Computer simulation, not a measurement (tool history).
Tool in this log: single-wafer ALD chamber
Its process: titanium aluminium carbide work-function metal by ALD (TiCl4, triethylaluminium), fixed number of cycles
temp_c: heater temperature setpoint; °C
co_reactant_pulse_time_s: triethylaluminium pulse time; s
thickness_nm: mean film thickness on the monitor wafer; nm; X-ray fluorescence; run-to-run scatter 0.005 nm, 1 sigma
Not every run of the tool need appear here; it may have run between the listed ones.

{"run": 1, "hour": 0.0, "temp_c": 300, "co_reactant_pulse_time_s": 7.27, "thickness_nm": 2.0987}
{"run": 2, "hour": 6.5, "temp_c": 310, "co_reactant_pulse_time_s": 7.27, "thickness_nm": 2.1964}
{"run": 3, "hour": 15.5, "temp_c": 310, "co_reactant_pulse_time_s": 8.72, "thickness_nm": 2.2816}
{"run": 4, "hour": 23.4, "temp_c": 310, "co_reactant_pulse_time_s": 7.98, "thickness_nm": 2.2376}
{"run": 5, "hour": 24.2, "temp_c": 316, "co_reactant_pulse_time_s": 7.98, "thickness_nm": 2.2799}
{"run": 6, "hour": 25.1, "temp_c": 305, "co_reactant_pulse_time_s": 6.46, "thickness_nm": 2.0452}
{"run": 7, "hour": 31.9, "temp_c": 297, "co_reactant_pulse_time_s": 5.37, "thickness_nm": 1.7555}
{"run": 8, "hour": 39.7, "temp_c": 291, "co_reactant_pulse_time_s": 4.59, "thickness_nm": 1.4792}
{"run": 9, "hour": 44.0, "temp_c": 287, "co_reactant_pulse_time_s": 4.48, "thickness_nm": 1.4129}
{"run": 10, "hour": 45.5, "temp_c": 284, "co_reactant_pulse_time_s": 4.42, "thickness_nm": 1.3615}
{"run": 11, "hour": 51.9, "temp_c": 276, "co_reactant_pulse_time_s": 2.64, "thickness_nm": 0.21687}
{"run": 12, "hour": 60.6, "temp_c": 286, "co_reactant_pulse_time_s": 2.64, "thickness_nm": 0.22633}

Forecast run 13:
{"run": 13, "hour": 69.2, "temp_c": 283, "co_reactant_pulse_time_s": 3.13, "thickness_nm": "?"}

{"run 13": {"thickness_nm": 0.64495}}

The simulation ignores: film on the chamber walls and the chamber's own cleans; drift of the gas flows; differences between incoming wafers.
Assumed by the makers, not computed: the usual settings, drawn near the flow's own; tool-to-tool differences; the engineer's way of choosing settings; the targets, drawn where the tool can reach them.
